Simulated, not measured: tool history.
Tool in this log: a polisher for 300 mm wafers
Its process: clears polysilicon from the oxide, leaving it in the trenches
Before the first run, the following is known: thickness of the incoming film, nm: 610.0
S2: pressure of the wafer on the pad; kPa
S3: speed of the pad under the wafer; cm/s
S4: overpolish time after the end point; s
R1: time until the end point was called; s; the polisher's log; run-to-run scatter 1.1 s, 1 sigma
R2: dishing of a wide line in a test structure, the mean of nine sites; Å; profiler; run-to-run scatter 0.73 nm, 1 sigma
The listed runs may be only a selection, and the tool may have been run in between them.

run 1 hour=0 | flow_of_slurry_(ml/min)=125 S2=11 S3=94 S4=10 | R1=79.315 R2=327.79
run 2 hour=5.4 | flow_of_slurry_(ml/min)=130 S2=12.4 S3=96 S4=11 | R1=70.325 R2=355.98
run 3 hour=6.4 | flow_of_slurry_(ml/min)=130 S2=13.1 S3=96 S4=12 | R1=67.656 R2=358.69
run 4 hour=9.3 | flow_of_slurry_(ml/min)=130 S2=13.1 S3=96 S4=8 | R1=67.706 R2=317.71
run 5 hour=13.1 | flow_of_slurry_(ml/min)=130 S2=13.1 S3=110 S4=8 | R1=58.379 R2=345.12
run 6 hour=21.5 | flow_of_slurry_(ml/min)=130 S2=13.1 S3=128 S4=8 | R1=51.783 R2=337.22

Run 7 has not been measured yet. What should we expect?
run 7 hour=24 | flow_of_slurry_(ml/min)=130 S2=13.1 S3=128 S4=9 | R1=? R2=?

{"run 7": {"R1": 52.598, "R2": 362.46}}
